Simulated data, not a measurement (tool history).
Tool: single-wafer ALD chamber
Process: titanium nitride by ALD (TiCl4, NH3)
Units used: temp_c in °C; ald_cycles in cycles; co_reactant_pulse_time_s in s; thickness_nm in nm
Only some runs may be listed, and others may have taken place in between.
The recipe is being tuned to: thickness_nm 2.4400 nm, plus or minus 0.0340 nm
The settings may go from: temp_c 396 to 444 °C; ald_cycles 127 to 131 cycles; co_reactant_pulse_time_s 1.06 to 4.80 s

run	hour	temp_c	ald_cycles	co_reactant_pulse_time_s	thickness_nm
1	0.0	420	127	2.93	2.6113
2	7.6	410	127	2.93	2.5815
3	9.3	410	127	3.42	2.6206
4	11.4	406	127	2.67	2.5733
5	18.6	403	127	2.16	2.5450
6	20.4	403	127	2.16	2.5648
7	28.8	401	127	1.81	2.5046
8	31.1	399	127	1.57	2.4766
9	38.3	399	127	1.57	2.4543

Which one of the following 4 next-run settings gets every result inside its allowed miss? There is exactly one.
A	45.5	407	128	1.65	?
B	45.5	406	127	1.80	?
C	45.5	396	131	1.20	?
D	45.5	396	129	1.59	?

move	thickness_nm
A	2.5317
B	2.5294
C	2.4356
D	2.5204
A: moves away from the targets compared with the last run
B: moves away from the targets compared with the last run
C: all results in spec
D: moves away from the targets compared with the last run
C is the move that brings every result within its allowed miss.
